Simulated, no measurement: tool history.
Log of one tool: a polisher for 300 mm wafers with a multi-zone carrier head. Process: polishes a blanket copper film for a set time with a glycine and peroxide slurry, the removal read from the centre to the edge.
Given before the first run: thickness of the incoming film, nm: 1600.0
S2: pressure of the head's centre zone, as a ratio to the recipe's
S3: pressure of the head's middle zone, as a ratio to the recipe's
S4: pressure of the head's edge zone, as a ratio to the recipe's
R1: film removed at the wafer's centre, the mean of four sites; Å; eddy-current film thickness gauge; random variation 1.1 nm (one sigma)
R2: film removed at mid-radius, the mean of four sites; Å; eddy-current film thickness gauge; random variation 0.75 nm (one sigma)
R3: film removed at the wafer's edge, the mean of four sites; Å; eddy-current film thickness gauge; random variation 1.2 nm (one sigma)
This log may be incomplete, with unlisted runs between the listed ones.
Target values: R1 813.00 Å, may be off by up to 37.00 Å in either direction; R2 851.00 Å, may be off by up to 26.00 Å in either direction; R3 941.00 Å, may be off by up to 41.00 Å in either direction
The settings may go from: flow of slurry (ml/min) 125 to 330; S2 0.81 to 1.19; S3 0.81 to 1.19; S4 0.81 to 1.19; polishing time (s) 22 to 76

Run 1, hour 0.0: flow of slurry (ml/min) 210, S2 1.00, S3 1.00, S4 1.00, polishing time (s) 49. Result: R1 1423.70 Å, R2 1383.30 Å, R3 1476.30 Å.
Run 2, hour 0.8: flow of slurry (ml/min) 200, S2 0.95, S3 0.97, S4 0.96, polishing time (s) 43. Result: R1 1143.40 Å, R2 1175.50 Å, R3 1241.90 Å.
Run 3, hour 7.5: flow of slurry (ml/min) 155, S2 0.95, S3 0.97, S4 0.96, polishing time (s) 43. Result: R1 1119.10 Å, R2 1144.30 Å, R3 1226.70 Å.
Run 4, hour 9.3: flow of slurry (ml/min) 155, S2 0.95, S3 0.94, S4 0.96, polishing time (s) 43. Result: R1 1140.70 Å, R2 1112.30 Å, R3 1205.90 Å.
Run 5, hour 15.6: flow of slurry (ml/min) 150, S2 0.91, S3 0.91, S4 0.95, polishing time (s) 40. Result: R1 997.22 Å, R2 998.52 Å, R3 1132.80 Å.
Run 6, hour 20.9: flow of slurry (ml/min) 150, S2 1.00, S3 0.91, S4 0.95, polishing time (s) 40. Result: R1 1122.00 Å, R2 988.38 Å, R3 1135.30 Å.
Run 7, hour 28.0: flow of slurry (ml/min) 150, S2 0.95, S3 0.89, S4 0.92, polishing time (s) 38. Result: R1 976.32 Å, R2 950.58 Å, R3 1044.50 Å.
Run 8, hour 34.5: flow of slurry (ml/min) 150, S2 0.92, S3 0.87, S4 0.91, polishing time (s) 37. Result: R1 942.69 Å, R2 896.59 Å, R3 1027.20 Å.
Run 9, hour 39.7: flow of slurry (ml/min) 150, S2 0.89, S3 0.86, S4 0.88, polishing time (s) 36. Result: R1 872.51 Å, R2 869.85 Å, R3 970.93 Å.

Of the 4 settings listed for the next run, only one would bring every result within its allowed miss of target. Which one?
Run A, hour 44.9: flow of slurry (ml/min) 125, S2 0.90, S3 0.93, S4 0.94, polishing time (s) 34. Result: R1 ?, R2 ?, R3 ?.
Run B, hour 44.9: flow of slurry (ml/min) 145, S2 0.94, S3 0.91, S4 0.82, polishing time (s) 36. Result: R1 ?, R2 ?, R3 ?.
Run C, hour 44.9: flow of slurry (ml/min) 185, S2 0.96, S3 0.90, S4 0.81, polishing time (s) 33. Result: R1 ?, R2 ?, R3 ?.
Run D, hour 44.9: flow of slurry (ml/min) 160, S2 0.97, S3 0.91, S4 0.82, polishing time (s) 34. Result: R1 ?, R2 ?, R3 ?.

move      R1      R2      R3
   A  819.83  842.75  930.63
   B  929.14  895.35  940.85
   C  901.68  839.59  878.17
   D  919.53  856.91  897.26
A: meets every target
B: the biggest miss grows against the last run
C: the biggest miss grows against the last run
D: the biggest miss grows against the last run
Answer: A

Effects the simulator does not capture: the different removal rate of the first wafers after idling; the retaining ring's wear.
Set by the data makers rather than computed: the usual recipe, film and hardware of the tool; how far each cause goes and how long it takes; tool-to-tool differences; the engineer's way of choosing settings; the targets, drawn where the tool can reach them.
